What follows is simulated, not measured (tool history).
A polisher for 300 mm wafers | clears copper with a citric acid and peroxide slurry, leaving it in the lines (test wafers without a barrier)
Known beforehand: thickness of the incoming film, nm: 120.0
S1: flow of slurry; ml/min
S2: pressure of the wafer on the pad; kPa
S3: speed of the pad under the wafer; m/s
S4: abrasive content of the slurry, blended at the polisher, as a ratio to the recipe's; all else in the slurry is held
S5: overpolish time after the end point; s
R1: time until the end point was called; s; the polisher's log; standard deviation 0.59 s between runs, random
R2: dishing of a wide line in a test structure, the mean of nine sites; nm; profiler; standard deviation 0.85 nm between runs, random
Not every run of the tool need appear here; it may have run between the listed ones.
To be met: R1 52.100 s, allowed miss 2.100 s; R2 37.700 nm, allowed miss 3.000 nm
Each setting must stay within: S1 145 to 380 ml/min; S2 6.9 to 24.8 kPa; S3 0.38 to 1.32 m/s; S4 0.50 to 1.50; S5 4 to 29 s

Run 1, hour 0.0: S1 245 ml/min, S2 15.9 kPa, S3 0.84 m/s, S4 1.00, S5 15 s. Result: R1 89.498 s, R2 14.404 nm.
Run 2, hour 6.9: S1 270 ml/min, S2 15.9 kPa, S3 0.84 m/s, S4 1.00, S5 15 s. Result: R1 87.442 s, R2 13.935 nm.
Run 3, hour 12.2: S1 270 ml/min, S2 17.9 kPa, S3 0.84 m/s, S4 1.00, S5 15 s. Result: R1 76.568 s, R2 16.428 nm.
Run 4, hour 13.2: S1 270 ml/min, S2 17.9 kPa, S3 0.84 m/s, S4 0.80, S5 15 s. Result: R1 83.223 s, R2 15.768 nm.
Run 5, hour 20.3: S1 270 ml/min, S2 17.9 kPa, S3 0.74 m/s, S4 0.80, S5 15 s. Result: R1 93.021 s, R2 13.708 nm.
Run 6, hour 24.7: S1 270 ml/min, S2 14.5 kPa, S3 0.74 m/s, S4 0.80, S5 15 s. Result: R1 113.740 s, R2 11.067 nm.
Run 7, hour 33.3: S1 270 ml/min, S2 14.5 kPa, S3 0.74 m/s, S4 0.80, S5 15 s. Result: R1 115.450 s, R2 11.420 nm.
Run 8, hour 41.0: S1 270 ml/min, S2 15.9 kPa, S3 0.76 m/s, S4 0.80, S5 16 s. Result: R1 101.250 s, R2 14.164 nm.
Run 9, hour 46.8: S1 270 ml/min, S2 15.9 kPa, S3 0.76 m/s, S4 0.80, S5 16 s. Result: R1 102.500 s, R2 13.921 nm.
Run 10, hour 48.4: S1 270 ml/min, S2 17.2 kPa, S3 0.78 m/s, S4 0.80, S5 17 s. Result: R1 91.569 s, R2 15.347 nm.
Run 11, hour 56.4: S1 265 ml/min, S2 18.6 kPa, S3 0.80 m/s, S4 0.80, S5 18 s. Result: R1 82.387 s, R2 18.667 nm.
Run 12, hour 65.3: S1 265 ml/min, S2 19.3 kPa, S3 0.82 m/s, S4 0.80, S5 19 s. Result: R1 77.599 s, R2 19.858 nm.
Run 13, hour 65.9: S1 265 ml/min, S2 20.0 kPa, S3 0.84 m/s, S4 0.80, S5 20 s. Result: R1 74.662 s, R2 22.239 nm.
Run 14, hour 66.8: S1 265 ml/min, S2 20.7 kPa, S3 0.86 m/s, S4 0.80, S5 21 s. Result: R1 69.345 s, R2 25.403 nm.

Below are 5 possible settings for the next run. Only one of them brings all results inside the allowed miss of their targets. Which is it?
Run A, hour 67.7: S1 270 ml/min, S2 22.8 kPa, S3 1.02 m/s, S4 0.95, S5 21 s. Result: R1 ?, R2 ?.
Run B, hour 67.7: S1 265 ml/min, S2 24.8 kPa, S3 1.10 m/s, S4 0.70, S5 17 s. Result: R1 ?, R2 ?.
Run C, hour 67.7: S1 225 ml/min, S2 23.4 kPa, S3 1.02 m/s, S4 0.90, S5 29 s. Result: R1 ?, R2 ?.
Run D, hour 67.7: S1 270 ml/min, S2 21.4 kPa, S3 1.22 m/s, S4 0.90, S5 26 s. Result: R1 ?, R2 ?.
Run E, hour 67.7: S1 205 ml/min, S2 24.1 kPa, S3 0.96 m/s, S4 1.05, S5 25 s. Result: R1 ?, R2 ?.

move      R1      R2
   A  52.626  32.222
   B  47.791  29.192
   C  52.762  42.382
   D  47.468  42.054
   E  53.375  37.090
A: brings the result that was furthest off to its target, and leaves another outside
B: the result that was furthest off in the last run now lies on the other side of its target
C: brings the result that was furthest off to its target, and leaves another outside
D: the result that was furthest off in the last run now lies on the other side of its target
E: all results in spec
So the answer is move E, the one that meets all the targets.
